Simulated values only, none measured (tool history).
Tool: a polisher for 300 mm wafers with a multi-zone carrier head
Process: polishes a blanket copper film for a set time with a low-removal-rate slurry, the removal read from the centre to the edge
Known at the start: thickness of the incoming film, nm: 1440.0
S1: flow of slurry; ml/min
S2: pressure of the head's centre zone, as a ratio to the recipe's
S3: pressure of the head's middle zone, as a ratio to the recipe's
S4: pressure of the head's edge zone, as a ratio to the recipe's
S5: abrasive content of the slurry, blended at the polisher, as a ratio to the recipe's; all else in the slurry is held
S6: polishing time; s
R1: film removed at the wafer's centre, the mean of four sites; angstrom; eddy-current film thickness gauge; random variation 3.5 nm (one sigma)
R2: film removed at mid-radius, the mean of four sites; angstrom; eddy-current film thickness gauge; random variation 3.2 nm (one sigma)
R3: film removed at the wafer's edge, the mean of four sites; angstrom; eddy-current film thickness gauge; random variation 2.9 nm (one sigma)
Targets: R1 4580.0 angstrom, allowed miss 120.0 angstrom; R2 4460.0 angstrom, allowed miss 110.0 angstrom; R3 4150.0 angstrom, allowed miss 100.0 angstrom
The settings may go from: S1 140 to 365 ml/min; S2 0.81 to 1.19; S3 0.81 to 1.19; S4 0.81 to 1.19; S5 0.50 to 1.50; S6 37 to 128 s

run,hour,S1,S2,S3,S4,S5,S6,R1,R2,R3
1,0.0,235,1.00,1.00,1.00,1.00,82,3485.7,3467.0,3524.3
2,6.3,235,1.00,0.95,1.00,1.00,82,3488.4,3325.0,3563.9
3,8.0,255,1.04,1.01,1.04,1.10,82,3749.1,3675.1,3711.3
4,12.7,255,1.04,1.01,1.04,1.30,82,3904.7,3794.2,3794.2
# hour 18.5: slurry nozzle cleaned
5,18.5,275,1.07,1.04,1.07,1.35,82,4294.3,4075.7,4086.3
6,26.7,290,1.07,1.06,1.05,1.35,82,4317.9,4186.4,4061.9
7,33.0,305,1.07,1.07,1.04,1.35,82,4309.8,4273.1,4087.3
8,35.3,315,1.08,1.07,1.03,1.35,82,4328.1,4251.1,4022.4
9,42.2,320,1.09,1.08,1.04,1.35,82,4411.5,4267.9,4080.6

4 next moves are on the table. One of them brings every result within its allowed miss. Which?
A,49.1,235,1.11,1.10,1.04,1.25,88,?,?,?
B,49.1,345,1.08,1.08,1.00,1.30,81,?,?,?
C,49.1,350,1.12,1.03,1.07,1.45,78,?,?,?
D,49.1,335,1.01,1.04,1.08,1.30,85,?,?,?

move,R1,R2,R3
A,4546.0,4504.2,4182.1
B,4290.1,4284.0,3926.2
C,4380.6,4049.9,3997.8
D,4195.0,4343.2,4272.9
A: meets every target
B: further off than the last run
C: further off than the last run
D: further off than the last run
Answer: A
